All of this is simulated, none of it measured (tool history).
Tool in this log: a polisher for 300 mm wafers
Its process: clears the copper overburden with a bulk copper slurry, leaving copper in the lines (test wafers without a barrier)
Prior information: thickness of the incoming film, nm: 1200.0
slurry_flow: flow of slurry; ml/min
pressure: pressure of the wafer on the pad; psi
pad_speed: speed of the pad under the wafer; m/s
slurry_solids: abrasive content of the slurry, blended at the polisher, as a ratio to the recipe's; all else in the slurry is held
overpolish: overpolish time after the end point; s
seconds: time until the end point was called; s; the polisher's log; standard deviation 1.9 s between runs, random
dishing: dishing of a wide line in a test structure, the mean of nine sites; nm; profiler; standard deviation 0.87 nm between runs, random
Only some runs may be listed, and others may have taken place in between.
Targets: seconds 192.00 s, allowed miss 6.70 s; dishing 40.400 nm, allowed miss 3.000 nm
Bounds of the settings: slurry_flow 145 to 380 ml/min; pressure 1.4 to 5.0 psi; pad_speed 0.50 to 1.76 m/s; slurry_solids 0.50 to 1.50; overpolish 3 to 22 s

Run 1, hour 0.0: slurry_flow 245 ml/min, pressure 3.2 psi, pad_speed 1.12 m/s, slurry_solids 1.00, overpolish 11 s. Result: seconds 105.36 s, dishing 70.938 nm.
Run 2, hour 0.7: slurry_flow 245 ml/min, pressure 2.9 psi, pad_speed 1.12 m/s, slurry_solids 1.00, overpolish 11 s. Result: seconds 111.02 s, dishing 68.044 nm.
Run 3, hour 4.6: slurry_flow 300 ml/min, pressure 2.9 psi, pad_speed 1.12 m/s, slurry_solids 1.00, overpolish 11 s. Result: seconds 109.44 s, dishing 68.526 nm.
Run 4, hour 7.0: slurry_flow 300 ml/min, pressure 2.6 psi, pad_speed 1.10 m/s, slurry_solids 1.00, overpolish 11 s. Result: seconds 119.96 s, dishing 62.113 nm.
Run 5, hour 10.3: slurry_flow 265 ml/min, pressure 2.6 psi, pad_speed 1.10 m/s, slurry_solids 1.00, overpolish 11 s. Result: seconds 121.52 s, dishing 62.177 nm.
Run 6, hour 12.1: slurry_flow 265 ml/min, pressure 2.6 psi, pad_speed 0.88 m/s, slurry_solids 1.00, overpolish 11 s. Result: seconds 151.74 s, dishing 53.179 nm.
Run 7, hour 16.2: slurry_flow 265 ml/min, pressure 2.5 psi, pad_speed 0.88 m/s, slurry_solids 1.00, overpolish 11 s. Result: seconds 156.21 s, dishing 49.539 nm.
Run 8, hour 17.6: slurry_flow 265 ml/min, pressure 2.4 psi, pad_speed 0.88 m/s, slurry_solids 1.00, overpolish 11 s. Result: seconds 161.68 s, dishing 50.401 nm.
Run 9, hour 23.9: slurry_flow 265 ml/min, pressure 2.3 psi, pad_speed 0.88 m/s, slurry_solids 1.00, overpolish 11 s. Result: seconds 165.92 s, dishing 47.563 nm.
Run 10, hour 30.2: slurry_flow 260 ml/min, pressure 2.2 psi, pad_speed 0.88 m/s, slurry_solids 1.00, overpolish 11 s. Result: seconds 173.55 s, dishing 45.826 nm.

Which of these 5 next moves meets every target?
Run A, hour 36.5: slurry_flow 230 ml/min, pressure 2.3 psi, pad_speed 0.82 m/s, slurry_solids 1.00, overpolish 12 s. Result: seconds ?, dishing ?.
Run B, hour 36.5: slurry_flow 255 ml/min, pressure 2.3 psi, pad_speed 0.86 m/s, slurry_solids 0.75, overpolish 8 s. Result: seconds ?, dishing ?.
Run C, hour 36.5: slurry_flow 245 ml/min, pressure 2.7 psi, pad_speed 0.64 m/s, slurry_solids 1.00, overpolish 17 s. Result: seconds ?, dishing ?.
Run D, hour 36.5: slurry_flow 240 ml/min, pressure 1.9 psi, pad_speed 0.90 m/s, slurry_solids 0.90, overpolish 10 s. Result: seconds ?, dishing ?.
Run E, hour 36.5: slurry_flow 250 ml/min, pressure 2.5 psi, pad_speed 0.74 m/s, slurry_solids 0.85, overpolish 17 s. Result: seconds ?, dishing ?.

move  seconds  dishing
   A   182.77   46.432
   B   182.88   33.364
   C   204.28   56.291
   D   194.71   37.704
   E   194.26   57.980
A: nearer the targets than the last run, but a result is still out of spec
B: nearer the targets than the last run, but a result is still out of spec
C: carries the result that was furthest off beyond its target, to the other side
D: in spec on every target
E: meets the target for the result that was furthest off, but another lies outside its allowed miss
Move D is the one to make.
